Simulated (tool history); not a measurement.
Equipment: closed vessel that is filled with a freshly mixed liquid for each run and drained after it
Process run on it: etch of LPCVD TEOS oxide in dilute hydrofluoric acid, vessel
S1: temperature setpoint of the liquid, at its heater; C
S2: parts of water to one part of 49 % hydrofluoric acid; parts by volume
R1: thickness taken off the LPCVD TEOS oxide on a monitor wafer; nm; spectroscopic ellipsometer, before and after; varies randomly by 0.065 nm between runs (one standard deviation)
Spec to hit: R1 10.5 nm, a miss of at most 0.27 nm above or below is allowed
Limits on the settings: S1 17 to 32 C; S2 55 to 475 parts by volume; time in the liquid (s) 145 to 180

{"run": 1, "hour": 0.0, "S1": 24, "S2": 265, "time in the liquid (s)": 180, "R1": 15.557}
{"run": 2, "hour": 7.5, "S1": 24, "S2": 215, "time in the liquid (s)": 180, "R1": 20.322}
{"run": 3, "hour": 9.3, "S1": 24, "S2": 215, "time in the liquid (s)": 180, "R1": 20.353}
{"run": 4, "hour": 16.9, "S1": 24, "S2": 215, "time in the liquid (s)": 145, "R1": 16.244}
{"run": 5, "hour": 25.2, "S1": 24, "S2": 150, "time in the liquid (s)": 145, "R1": 24.836}
{"run": 6, "hour": 26.6, "S1": 22.5, "S2": 150, "time in the liquid (s)": 145, "R1": 23.694}
{"run": 7, "hour": 28.1, "S1": 22, "S2": 170, "time in the liquid (s)": 145, "R1": 20.113}
{"run": 8, "hour": 35.7, "S1": 21.5, "S2": 180, "time in the liquid (s)": 145, "R1": 18.237}
{"run": 9, "hour": 39.1, "S1": 21, "S2": 190, "time in the liquid (s)": 145, "R1": 16.926}
{"run": 10, "hour": 44.6, "S1": 21, "S2": 190, "time in the liquid (s)": 145, "R1": 16.824}
{"run": 11, "hour": 46.8, "S1": 20.5, "S2": 195, "time in the liquid (s)": 145, "R1": 15.889}
{"run": 12, "hour": 56.0, "S1": 20.5, "S2": 195, "time in the liquid (s)": 145, "R1": 16.122}
{"run": 13, "hour": 58.3, "S1": 20, "S2": 200, "time in the liquid (s)": 145, "R1": 15.25}
{"run": 14, "hour": 64.5, "S1": 19.5, "S2": 205, "time in the liquid (s)": 145, "R1": 14.499}
{"run": 15, "hour": 65.9, "S1": 19, "S2": 210, "time in the liquid (s)": 145, "R1": 13.847}
{"run": 16, "hour": 69.6, "S1": 18.5, "S2": 215, "time in the liquid (s)": 145, "R1": 13.115}
{"run": 17, "hour": 78.6, "S1": 18.5, "S2": 220, "time in the liquid (s)": 145, "R1": 12.733}
{"run": 18, "hour": 81.8, "S1": 18.5, "S2": 225, "time in the liquid (s)": 145, "R1": 12.467}
{"run": 19, "hour": 87.5, "S1": 17, "S2": 255, "time in the liquid (s)": 145, "R1": 10.135}

Below are 4 possible settings for the next run. Only one of them brings all results inside the allowed miss of their targets. Which is it?
{"run": "A", "hour": 93.2, "S1": 17, "S2": 240, "time in the liquid (s)": 150, "R1": "?"}
{"run": "B", "hour": 93.2, "S1": 17, "S2": 235, "time in the liquid (s)": 145, "R1": "?"}
{"run": "C", "hour": 93.2, "S1": 17, "S2": 275, "time in the liquid (s)": 165, "R1": "?"}
{"run": "D", "hour": 93.2, "S1": 19, "S2": 275, "time in the liquid (s)": 145, "R1": "?"}

move=A R1=11.156
move=B R1=11.062
move=C R1=10.39
move=D R1=9.8492
A: moves the result that the last run missed by most past its target, out the other side
B: moves the result that the last run missed by most past its target, out the other side
C: meets every target
D: the biggest miss grows against the last run
C is the move that brings every result within its allowed miss.

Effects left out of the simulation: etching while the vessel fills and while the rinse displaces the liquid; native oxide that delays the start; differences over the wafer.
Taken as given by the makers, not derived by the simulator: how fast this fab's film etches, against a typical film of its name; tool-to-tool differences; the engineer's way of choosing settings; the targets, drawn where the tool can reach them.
